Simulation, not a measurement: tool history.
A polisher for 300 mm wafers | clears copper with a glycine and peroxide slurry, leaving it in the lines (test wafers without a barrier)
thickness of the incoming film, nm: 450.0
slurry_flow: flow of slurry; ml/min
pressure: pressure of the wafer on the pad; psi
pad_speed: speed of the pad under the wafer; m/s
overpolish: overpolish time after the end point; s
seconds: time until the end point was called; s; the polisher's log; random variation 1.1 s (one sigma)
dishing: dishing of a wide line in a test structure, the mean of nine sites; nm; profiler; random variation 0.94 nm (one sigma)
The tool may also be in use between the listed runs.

run 1 hour=0.0 | slurry_flow=215 pressure=3.2 pad_speed=0.86 overpolish=14 | seconds=84.514 dishing=48.340
run 2 hour=7.0 | slurry_flow=215 pressure=3.1 pad_speed=0.86 overpolish=15 | seconds=85.115 dishing=50.596
run 3 hour=13.7 | slurry_flow=265 pressure=3.1 pad_speed=0.86 overpolish=15 | seconds=83.393 dishing=49.756
run 4 hour=18.7 | slurry_flow=265 pressure=3.1 pad_speed=0.72 overpolish=15 | seconds=93.095 dishing=47.726
run 5 hour=26.7 | slurry_flow=260 pressure=3.1 pad_speed=0.72 overpolish=16 | seconds=93.982 dishing=49.223
run 6 hour=31.7 | slurry_flow=315 pressure=3.1 pad_speed=0.72 overpolish=16 | seconds=91.324 dishing=50.030
run 7 hour=34.6 | slurry_flow=315 pressure=3.0 pad_speed=0.72 overpolish=17 | seconds=91.839 dishing=52.566

Run 8 comes next. What will it give?
run 8 hour=42.8 | slurry_flow=310 pressure=2.9 pad_speed=0.72 overpolish=17 | seconds=? dishing=?

seconds: 94.930 s
dishing: 51.869 nm

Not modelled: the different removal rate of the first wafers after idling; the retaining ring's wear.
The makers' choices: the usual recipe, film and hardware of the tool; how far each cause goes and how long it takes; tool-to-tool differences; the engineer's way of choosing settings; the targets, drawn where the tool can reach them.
